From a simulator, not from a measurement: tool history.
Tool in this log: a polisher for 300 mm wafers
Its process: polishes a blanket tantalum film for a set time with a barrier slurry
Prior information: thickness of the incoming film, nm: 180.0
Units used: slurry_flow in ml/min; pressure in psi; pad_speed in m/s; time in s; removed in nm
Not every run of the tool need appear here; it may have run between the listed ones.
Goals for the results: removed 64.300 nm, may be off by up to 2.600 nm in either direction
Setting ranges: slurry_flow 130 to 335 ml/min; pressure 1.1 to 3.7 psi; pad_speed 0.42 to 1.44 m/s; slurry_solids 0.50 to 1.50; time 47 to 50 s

Run 1, day 0.000: slurry_flow 215 ml/min, pressure 2.4 psi, pad_speed 0.92 m/s, slurry_solids 1.00, time 47 s. Result: removed 90.900 nm.
Run 2, day 0.162: slurry_flow 215 ml/min, pressure 2.4 psi, pad_speed 1.04 m/s, slurry_solids 1.00, time 47 s. Result: removed 104.570 nm.
Run 3, day 0.358: slurry_flow 215 ml/min, pressure 2.2 psi, pad_speed 1.04 m/s, slurry_solids 1.00, time 47 s. Result: removed 96.922 nm.
Run 4, day 0.662: slurry_flow 215 ml/min, pressure 2.2 psi, pad_speed 1.04 m/s, slurry_solids 1.00, time 47 s. Result: removed 94.302 nm.
Run 5, day 0.800: slurry_flow 215 ml/min, pressure 2.2 psi, pad_speed 0.94 m/s, slurry_solids 1.00, time 47 s. Result: removed 88.184 nm.
Run 6, day 1.046: slurry_flow 215 ml/min, pressure 2.1 psi, pad_speed 0.94 m/s, slurry_solids 1.00, time 47 s. Result: removed 83.081 nm.
Run 7, day 1.333: slurry_flow 215 ml/min, pressure 2.0 psi, pad_speed 0.94 m/s, slurry_solids 1.00, time 47 s. Result: removed 80.143 nm.
Run 8, day 1.562: slurry_flow 215 ml/min, pressure 1.9 psi, pad_speed 0.94 m/s, slurry_solids 1.00, time 47 s. Result: removed 74.620 nm.
Run 9, day 1.708: slurry_flow 215 ml/min, pressure 1.7 psi, pad_speed 0.94 m/s, slurry_solids 1.00, time 47 s. Result: removed 66.247 nm.

Below are 5 possible settings for the next run. Only one of them brings all results inside the allowed miss of their targets. Which is it?
Run A, day 1.854: slurry_flow 150 ml/min, pressure 1.6 psi, pad_speed 1.14 m/s, slurry_solids 0.85, time 50 s. Result: removed ?.
Run B, day 1.854: slurry_flow 315 ml/min, pressure 1.5 psi, pad_speed 0.88 m/s, slurry_solids 1.20, time 48 s. Result: removed ?.
Run C, day 1.854: slurry_flow 190 ml/min, pressure 1.7 psi, pad_speed 0.88 m/s, slurry_solids 1.30, time 49 s. Result: removed ?.
Run D, day 1.854: slurry_flow 200 ml/min, pressure 1.7 psi, pad_speed 1.00 m/s, slurry_solids 1.05, time 47 s. Result: removed ?.
Run E, day 1.854: slurry_flow 210 ml/min, pressure 1.8 psi, pad_speed 0.86 m/s, slurry_solids 1.15, time 47 s. Result: removed ?.

move  removed
   A   70.357
   B   63.451
   C   70.450
   D   71.693
   E   68.147
A: moves away from the targets compared with the last run
B: each result inside its tolerance
C: moves away from the targets compared with the last run
D: moves away from the targets compared with the last run
E: moves away from the targets compared with the last run
The move that meets every target is B.
